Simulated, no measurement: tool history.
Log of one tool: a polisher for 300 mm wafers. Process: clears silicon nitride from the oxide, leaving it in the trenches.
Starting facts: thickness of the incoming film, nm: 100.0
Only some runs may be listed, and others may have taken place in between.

| run | hour | flow of slurry (ml/min) | pressure of the wafer on the pad (psi) | speed of the pad under the wafer (m/s) | overpolish time after the end point (s) | time until the end point was called (s) |
|---|---|---|---|---|---|---|
| 1 | 0 | 155 | 3.5 | 0.84 | 10 | 99.834 |
| 2 | 2.5 | 120 | 3.5 | 0.84 | 10 | 109.27 |
| 3 | 10.9 | 135 | 3.6 | 0.84 | 10 | 101.61 |
| 4 | 14.7 | 135 | 3.6 | 0.7 | 10 | 123.66 |
| 5 | 16.7 | 135 | 3.6 | 0.7 | 10 | 120.54 |
| 6 | 24.2 | 135 | 3.6 | 0.54 | 10 | 154.14 |

Run 7 is up next; what results do you expect?
| 7 | 28 | 145 | 3.9 | 0.56 | 10 | ? |

{"run 7": {"time until the end point was called (s)": 140.87}}
